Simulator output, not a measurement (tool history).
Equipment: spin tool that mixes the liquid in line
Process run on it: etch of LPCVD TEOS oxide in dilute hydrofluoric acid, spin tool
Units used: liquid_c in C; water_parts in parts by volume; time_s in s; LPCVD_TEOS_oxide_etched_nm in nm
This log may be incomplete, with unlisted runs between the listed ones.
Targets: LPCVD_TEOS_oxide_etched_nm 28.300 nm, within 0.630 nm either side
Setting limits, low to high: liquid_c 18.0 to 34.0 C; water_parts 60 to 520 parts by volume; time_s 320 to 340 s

| run | hour | liquid_c | water_parts | time_s | LPCVD_TEOS_oxide_etched_nm |
|---|---|---|---|---|---|
| 1 | 0.0 | 26.0 | 290 | 320 | 20.605 |
| 2 | 2.6 | 28.5 | 285 | 320 | 22.881 |
| 3 | 3.7 | 28.5 | 285 | 320 | 22.422 |
| 4 | 7.3 | 27.0 | 285 | 320 | 21.693 |
| 5 | 13.8 | 27.0 | 240 | 320 | 26.971 |
| 6 | 16.3 | 27.0 | 205 | 320 | 32.635 |
| 7 | 23.7 | 25.5 | 205 | 320 | 31.005 |
| 8 | 25.4 | 24.5 | 205 | 320 | 30.059 |
| 9 | 27.9 | 24.0 | 205 | 320 | 29.419 |

Pick the move, out of 4, that brings all results within their allowed miss; only one does.
| A | 30.4 | 25.0 | 210 | 320 | ? |
| B | 30.4 | 22.5 | 200 | 340 | ? |
| C | 30.4 | 26.5 | 215 | 320 | ? |
| D | 30.4 | 24.0 | 220 | 335 | ? |

| move | LPCVD_TEOS_oxide_etched_nm |
|---|---|
| A | 29.184 |
| B | 29.963 |
| C | 29.942 |
| D | 27.816 |
A: nearer than the last run, and not there yet
B: further off than the last run
C: further off than the last run
D: hits every target within its allowed miss
The right move is D.
